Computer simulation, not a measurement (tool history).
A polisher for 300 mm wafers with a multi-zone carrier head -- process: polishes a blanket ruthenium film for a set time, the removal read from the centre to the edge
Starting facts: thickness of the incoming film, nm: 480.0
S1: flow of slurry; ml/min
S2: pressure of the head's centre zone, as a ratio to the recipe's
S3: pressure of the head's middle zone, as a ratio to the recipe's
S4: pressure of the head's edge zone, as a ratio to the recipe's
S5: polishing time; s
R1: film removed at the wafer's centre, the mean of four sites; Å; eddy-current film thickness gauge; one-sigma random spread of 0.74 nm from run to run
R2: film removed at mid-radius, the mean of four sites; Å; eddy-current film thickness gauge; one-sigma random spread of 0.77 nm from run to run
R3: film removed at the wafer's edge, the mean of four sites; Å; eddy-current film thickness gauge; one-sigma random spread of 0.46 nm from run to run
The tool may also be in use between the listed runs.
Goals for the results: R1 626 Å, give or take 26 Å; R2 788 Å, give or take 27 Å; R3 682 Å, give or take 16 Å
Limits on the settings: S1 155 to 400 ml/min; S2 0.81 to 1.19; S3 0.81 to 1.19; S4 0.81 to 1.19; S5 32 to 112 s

run,hour,S1,S2,S3,S4,S5,R1,R2,R3
1,0,255,1,1,1,72,836.74,823.25,832.24
2,1.1,250,0.97,1.02,0.97,70,787.53,802.29,787.59
3,3.2,250,0.94,1.02,0.97,70,779.32,811.61,791.31
4,11,250,0.94,1.06,0.97,70,795.8,843.75,793.66
5,19.1,200,0.94,1.06,0.97,70,757.64,802.52,781.71
6,24.8,200,0.87,1.06,0.97,70,709.8,809.64,775.2
7,27.2,195,0.86,1.08,0.95,69,687.95,824.87,754.51
8,33,190,0.85,1.07,0.93,68,680.11,786.92,746.19
9,36.9,190,0.84,1.09,0.92,67,662.1,798.51,716.86
10,39.4,185,0.83,1.09,0.91,67,648.21,791.53,718.24
11,44.9,180,0.82,1.12,0.82,65,598.6,784.6,657.82

Exactly one of the 5 candidate moves below puts every result within its allowed miss. Which one?
A,50.4,170,0.81,1.18,0.93,61,?,?,?
B,50.4,210,0.95,1.16,0.81,63,?,?,?
C,50.4,155,0.85,1.14,0.89,66,?,?,?
D,50.4,160,0.88,1.17,0.88,62,?,?,?
E,50.4,235,0.81,1.18,0.81,61,?,?,?

move,R1,R2,R3
A,571.72,771.98,649.57
B,694.81,805.14,642.27
C,635.28,801.02,683.11
D,617.54,772.65,640.1
E,595.96,801.25,627.31
A: further off than the last run
B: further off than the last run
C: every result lands within tolerance
D: further off than the last run
E: further off than the last run
The move that meets every target is C.
